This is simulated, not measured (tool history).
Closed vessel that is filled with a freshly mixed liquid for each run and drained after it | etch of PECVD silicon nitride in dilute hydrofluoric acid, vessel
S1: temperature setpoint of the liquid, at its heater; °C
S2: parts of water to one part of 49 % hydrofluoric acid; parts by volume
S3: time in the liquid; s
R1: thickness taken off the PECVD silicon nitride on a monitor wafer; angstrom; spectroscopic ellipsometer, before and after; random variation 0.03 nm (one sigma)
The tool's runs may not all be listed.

run 1 hour=0 | S1=24 S2=60 S3=55 | R1=25.834
run 2 hour=4.2 | S1=26 S2=60 S3=55 | R1=29.848
run 3 hour=11.4 | S1=26 S2=60 S3=55 | R1=29.543
run 4 hour=14.8 | S1=26 S2=70 S3=55 | R1=25.536
run 5 hour=16.8 | S1=27.5 S2=65 S3=55 | R1=30.182
run 6 hour=24.3 | S1=28.5 S2=60 S3=55 | R1=34.374
run 7 hour=33.7 | S1=29.5 S2=60 S3=55 | R1=36.694

The next listed run, before its measurement:
run 8 hour=41.5 | S1=30 S2=60 S3=55 | R1=?

Run 8 gave R1 38.517 angstrom.
